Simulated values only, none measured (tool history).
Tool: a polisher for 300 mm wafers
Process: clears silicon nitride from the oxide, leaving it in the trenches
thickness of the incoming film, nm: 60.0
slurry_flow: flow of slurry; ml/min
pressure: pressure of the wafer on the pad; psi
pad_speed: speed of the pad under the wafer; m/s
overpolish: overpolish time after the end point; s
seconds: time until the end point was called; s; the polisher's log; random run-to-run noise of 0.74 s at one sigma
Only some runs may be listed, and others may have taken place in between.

| run | hour | slurry_flow | pressure | pad_speed | overpolish | seconds |
|---|---|---|---|---|---|---|
| 1 | 0 | 315 | 2.3 | 1.12 | 4 | 60.242 |
| 2 | 8.4 | 315 | 2.4 | 1.12 | 4 | 57.588 |
| 3 | 13.2 | 350 | 2.4 | 1.12 | 4 | 56.164 |
| 4 | 19.6 | 355 | 2.6 | 1.12 | 4 | 52.506 |
| 5 | 27.9 | 355 | 2.6 | 0.96 | 4 | 62.58 |
| 6 | 31.7 | 355 | 2.7 | 0.96 | 4 | 59.961 |
| 7 | 38.6 | 355 | 2.8 | 0.96 | 4 | 57.58 |
| 8 | 46.7 | 355 | 2.9 | 0.96 | 4 | 54.714 |
| 9 | 50.3 | 355 | 3.1 | 0.96 | 4 | 51.945 |

The next listed run, before its measurement:
| 10 | 59.1 | 355 | 3.2 | 0.96 | 4 | ? |

Run 10 came out at seconds 50.902 s.

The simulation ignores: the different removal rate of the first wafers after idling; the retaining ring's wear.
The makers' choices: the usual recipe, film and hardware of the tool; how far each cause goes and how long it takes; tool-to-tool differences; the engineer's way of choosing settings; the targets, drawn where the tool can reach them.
